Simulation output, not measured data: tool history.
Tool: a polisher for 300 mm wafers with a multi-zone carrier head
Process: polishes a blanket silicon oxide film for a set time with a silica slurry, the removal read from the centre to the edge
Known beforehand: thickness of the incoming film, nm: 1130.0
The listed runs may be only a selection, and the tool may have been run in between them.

run    day  flow of slurry (ml/min)  pressure of the head's centre zone  pressure of the head's middle zone  pressure of the head's edge zone  abrasive content of the slurry  polishing time (s)  film removed at the wafer's centre (angstrom)  film removed at mid-radius (angstrom)  film removed at the wafer's edge (angstrom)
  1  0.000                      160                                1.00                                1.00                              1.00                            1.00                  38                                        1101.70                                1112.20                                      1115.90
  2  0.025                      160                                1.00                                1.06                              1.00                            1.00                  38                                        1121.50                                1173.00                                      1074.10
  3  0.267                      160                                1.00                                1.03                              1.00                            1.00                  38                                        1113.60                                1145.10                                      1078.50
  4  0.492                      160                                1.06                                1.03                              1.00                            1.00                  38                                        1169.60                                1149.20                                      1092.60
  5  0.858                      160                                0.98                                1.03                              1.00                            1.00                  38                                        1082.00                                1141.60                                      1072.00
  6  1.142                      160                                1.03                                1.03                              1.00                            1.00                  38                                        1149.60                                1156.50                                      1094.30
  7  1.200                      160                                1.04                                1.02                              0.99                            0.95                  38                                        1109.20                                1086.80                                      1057.70
  8  1.225                      130                                1.04                                0.92                              0.89                            0.85                  38                                         996.25                                 925.44                                       944.57

Run 9, settings as shown, results not yet in. Your forecast:
  9  1.254                      130                                1.04                                0.91                              0.89                            0.85                  38                                              ?                                      ?                                            ?

film removed at the wafer's centre (angstrom): 1005.40
film removed at mid-radius (angstrom): 917.19
film removed at the wafer's edge (angstrom): 934.45
